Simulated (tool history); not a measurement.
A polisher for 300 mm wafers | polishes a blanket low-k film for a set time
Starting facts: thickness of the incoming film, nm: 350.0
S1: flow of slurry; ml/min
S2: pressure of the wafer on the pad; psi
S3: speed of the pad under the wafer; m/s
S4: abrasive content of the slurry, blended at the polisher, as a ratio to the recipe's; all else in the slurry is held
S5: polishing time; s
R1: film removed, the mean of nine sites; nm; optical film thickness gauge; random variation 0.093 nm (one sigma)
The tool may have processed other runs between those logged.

| run | hour | S1 | S2 | S3 | S4 | S5 | R1 |
|---|---|---|---|---|---|---|---|
| 1 | 0 | 280 | 2 | 1.22 | 1 | 30 | 16.064 |
| 2 | 2.4 | 280 | 1.8 | 1.22 | 1 | 30 | 14.368 |
| 3 | 4.2 | 280 | 1.6 | 1.22 | 1 | 30 | 12.816 |
| 4 | 12.2 | 280 | 1.6 | 1.4 | 1 | 30 | 14.464 |
| 5 | 16.5 | 280 | 1.4 | 1.4 | 1 | 30 | 12.611 |
| 6 | 23.9 | 280 | 1.3 | 1.4 | 1 | 30 | 11.676 |
| 7 | 30.7 | 280 | 1.2 | 1.4 | 1 | 30 | 10.971 |

The next listed run, before its measurement:
| 8 | 37.4 | 280 | 1.1 | 1.4 | 1 | 30 | ? |

Run 8 yielded R1 10.043 nm.
